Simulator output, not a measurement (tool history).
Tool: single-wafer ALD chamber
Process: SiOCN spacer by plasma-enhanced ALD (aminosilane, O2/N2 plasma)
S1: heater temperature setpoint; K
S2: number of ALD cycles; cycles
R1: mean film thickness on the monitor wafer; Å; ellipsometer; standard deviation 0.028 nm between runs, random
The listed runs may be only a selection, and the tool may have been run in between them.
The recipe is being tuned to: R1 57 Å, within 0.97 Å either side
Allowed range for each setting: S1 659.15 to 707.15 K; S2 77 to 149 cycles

| run | day | S1 | S2 | R1 |
|---|---|---|---|---|
| 1 | 0 | 683.15 | 113 | 67.073 |
| 2 | 0.042 | 683.15 | 120 | 70.969 |
| 3 | 0.333 | 687.15 | 114 | 67.508 |
| 4 | 0.579 | 687.15 | 124 | 72.587 |
| 5 | 0.671 | 690.15 | 115 | 66.88 |
| 6 | 1.012 | 693.15 | 110 | 63.302 |
| 7 | 1.229 | 696.15 | 107 | 61.033 |
| 8 | 1.408 | 698.15 | 105 | 59.219 |
| 9 | 1.462 | 700.15 | 105 | 59.047 |
| 10 | 1.675 | 701.15 | 104 | 58.808 |

Below are 4 possible settings for the next run. Only one of them brings all results inside the allowed miss of their targets. Which is it?
| A | 1.888 | 698.15 | 100 | ? |
| B | 1.888 | 705.15 | 99 | ? |
| C | 1.888 | 692.15 | 102 | ? |
| D | 1.888 | 703.15 | 107 | ? |

| move | R1 |
|---|---|
| A | 56.938 |
| B | 55.249 |
| C | 59.066 |
| D | 60.059 |
A: all results land within tolerance of their targets
B: takes the result that was furthest off past its target
C: further off than the last run
D: further off than the last run
So the answer is move A, the one that meets all the targets.
